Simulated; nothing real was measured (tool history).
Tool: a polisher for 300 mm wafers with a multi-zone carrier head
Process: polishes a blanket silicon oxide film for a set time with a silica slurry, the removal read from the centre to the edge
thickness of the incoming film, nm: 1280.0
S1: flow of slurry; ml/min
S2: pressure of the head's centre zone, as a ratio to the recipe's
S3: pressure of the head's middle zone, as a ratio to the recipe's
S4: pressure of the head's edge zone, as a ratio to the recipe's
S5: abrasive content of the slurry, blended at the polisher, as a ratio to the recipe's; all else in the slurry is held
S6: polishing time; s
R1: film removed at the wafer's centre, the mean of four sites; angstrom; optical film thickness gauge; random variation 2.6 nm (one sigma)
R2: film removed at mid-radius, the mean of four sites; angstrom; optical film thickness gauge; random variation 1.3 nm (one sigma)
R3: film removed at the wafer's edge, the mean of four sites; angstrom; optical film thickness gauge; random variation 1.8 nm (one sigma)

run	hour	S1	S2	S3	S4	S5	S6	R1	R2	R3
1	0.0	210	1.00	1.00	1.00	1.00	79	2416.0	2383.2	2409.6
2	7.8	210	1.00	0.95	1.00	1.00	79	2415.8	2281.2	2386.5
3	8.5	205	1.01	0.93	0.96	0.90	79	2374.3	2121.1	2219.1
4	10.6	205	1.01	0.93	0.96	1.00	79	2474.8	2229.7	2307.9
5	15.9	205	1.01	0.93	0.96	1.15	79	2558.3	2389.1	2469.8
6	23.3	205	1.01	0.93	0.96	1.15	89	2873.6	2693.7	2797.6
7	25.4	200	0.99	0.92	0.93	1.00	87	2619.1	2403.8	2587.8

Forecast run 8:
8	33.0	205	1.00	0.93	0.93	0.90	83	?	?	?

R1: 2483.8 angstrom
R2: 2190.1 angstrom
R3: 2294.7 angstrom

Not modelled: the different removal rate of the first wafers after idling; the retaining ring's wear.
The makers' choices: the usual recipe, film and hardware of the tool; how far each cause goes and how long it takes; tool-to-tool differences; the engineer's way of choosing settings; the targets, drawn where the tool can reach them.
